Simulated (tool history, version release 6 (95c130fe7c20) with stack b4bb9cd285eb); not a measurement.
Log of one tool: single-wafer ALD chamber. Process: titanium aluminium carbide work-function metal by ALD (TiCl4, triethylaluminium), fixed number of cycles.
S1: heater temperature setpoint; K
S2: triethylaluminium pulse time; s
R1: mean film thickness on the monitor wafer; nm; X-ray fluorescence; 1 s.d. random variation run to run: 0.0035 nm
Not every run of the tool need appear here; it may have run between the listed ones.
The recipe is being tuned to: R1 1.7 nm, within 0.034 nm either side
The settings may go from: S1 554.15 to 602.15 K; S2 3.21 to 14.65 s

| run | day | S1 | S2 | R1 |
|---|---|---|---|---|
| 1 | 0 | 578.15 | 8.93 | 1.8934 |
| 2 | 0.192 | 585.15 | 8.93 | 1.967 |
| 3 | 0.217 | 585.15 | 6.65 | 1.8448 |
| 4 | 0.508 | 583.15 | 6.48 | 1.8109 |
| 5 | 0.85 | 583.15 | 4.46 | 1.5996 |
| 6 | 0.933 | 584.15 | 4.49 | 1.6066 |
| 7 | 1.021 | 585.15 | 4.53 | 1.6225 |
| 8 | 1.154 | 585.15 | 4.53 | 1.6207 |
| 9 | 1.217 | 585.15 | 4.53 | 1.6195 |
| 10 | 1.396 | 586.15 | 4.58 | 1.6364 |
| 11 | 1.754 | 587.15 | 4.62 | 1.6482 |
| 12 | 1.917 | 588.15 | 4.66 | 1.6604 |

Exactly one of the 5 candidate moves below puts every result within its allowed miss. Which one?
| A | 2.079 | 577.15 | 4.92 | ? |
| B | 2.079 | 581.15 | 4.91 | ? |
| C | 2.079 | 579.15 | 4.93 | ? |
| D | 2.079 | 583.15 | 5.34 | ? |
| E | 2.079 | 567.15 | 5.7 | ? |

| move | R1 |
|---|---|
| A | 1.6075 |
| B | 1.6377 |
| C | 1.6244 |
| D | 1.7049 |
| E | 1.6104 |
A: misses by more than the last run did
B: misses by more than the last run did
C: misses by more than the last run did
D: in spec on every target
E: misses by more than the last run did
D is the move that brings every result within its allowed miss.
